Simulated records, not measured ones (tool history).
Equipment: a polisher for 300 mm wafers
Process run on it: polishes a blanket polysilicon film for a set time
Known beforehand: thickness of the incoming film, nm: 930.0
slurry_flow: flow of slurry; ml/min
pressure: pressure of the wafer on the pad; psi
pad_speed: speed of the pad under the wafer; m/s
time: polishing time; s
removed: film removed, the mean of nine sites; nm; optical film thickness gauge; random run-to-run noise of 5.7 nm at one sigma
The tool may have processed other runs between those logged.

run    day  slurry_flow  pressure  pad_speed  time  removed
  1  0.000          250       2.1       1.08    31   249.90
  2  0.333          250       2.3       1.08    31   268.77
  3  0.404          300       2.3       1.08    31   276.54
  4  0.688          300       2.3       1.08    31   268.38
  5  0.942          300       2.3       0.82    31   223.85
  6  1.038          300       2.4       0.88    31   243.20
  7  1.158          300       2.4       0.88    31   243.02
  8  1.275          300       2.5       0.92    31   257.87

Expected results for the next run?
  9  1.508          300       2.6       0.98    31        ?

{"run 9": {"removed": 289.03}}
